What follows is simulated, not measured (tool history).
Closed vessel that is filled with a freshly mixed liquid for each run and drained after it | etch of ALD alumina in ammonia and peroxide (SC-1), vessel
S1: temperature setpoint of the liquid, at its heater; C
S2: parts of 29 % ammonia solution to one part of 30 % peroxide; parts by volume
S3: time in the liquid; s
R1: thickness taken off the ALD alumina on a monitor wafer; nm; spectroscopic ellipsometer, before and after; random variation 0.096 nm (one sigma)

run,day,S1,S2,S3,R1
1,0,51,0.4,225,10.052
2,0.354,52,0.4,225,10.545
3,0.525,52,0.4,175,8.2702
4,0.6,49,0.4,175,6.9435
5,0.842,49,0.5,175,7.1552
6,1.096,51,0.5,175,7.9626
7,1.25,53,0.5,175,8.7322

Run 8 comes next. What will it give?
8,1.508,54.5,0.5,175,?

R1: 9.6035 nm

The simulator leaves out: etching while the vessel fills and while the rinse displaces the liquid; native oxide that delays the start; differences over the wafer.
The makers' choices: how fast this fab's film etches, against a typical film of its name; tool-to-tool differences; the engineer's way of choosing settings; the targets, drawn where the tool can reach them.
